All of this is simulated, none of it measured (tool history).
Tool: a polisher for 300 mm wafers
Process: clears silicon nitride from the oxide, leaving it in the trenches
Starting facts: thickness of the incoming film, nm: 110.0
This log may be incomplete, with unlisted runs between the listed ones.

| run | day | flow of slurry (ml/min) | pressure of the wafer on the pad (psi) | speed of the pad under the wafer (m/s) | overpolish time after the end point (s) | time until the end point was called (s) |
|---|---|---|---|---|---|---|
| 1 | 0.000 | 150 | 3.4 | 0.96 | 5 | 112.93 |
| 2 | 0.358 | 150 | 3.4 | 0.86 | 5 | 127.29 |
| 3 | 0.396 | 170 | 3.4 | 0.86 | 5 | 123.71 |
| 4 | 0.617 | 165 | 3.2 | 0.86 | 5 | 130.87 |
|  | 0.862 | head pressure recalibrated |
| 5 | 0.862 | 165 | 2.8 | 0.86 | 5 | 137.59 |
| 6 | 1.217 | 185 | 2.8 | 0.86 | 5 | 132.60 |
| 7 | 1.508 | 170 | 2.7 | 0.86 | 5 | 139.71 |

Forecast run 8:
| 8 | 1.679 | 160 | 2.6 | 0.86 | 5 | ? |

{"run 8": {"time until the end point was called (s)": 146.37}}
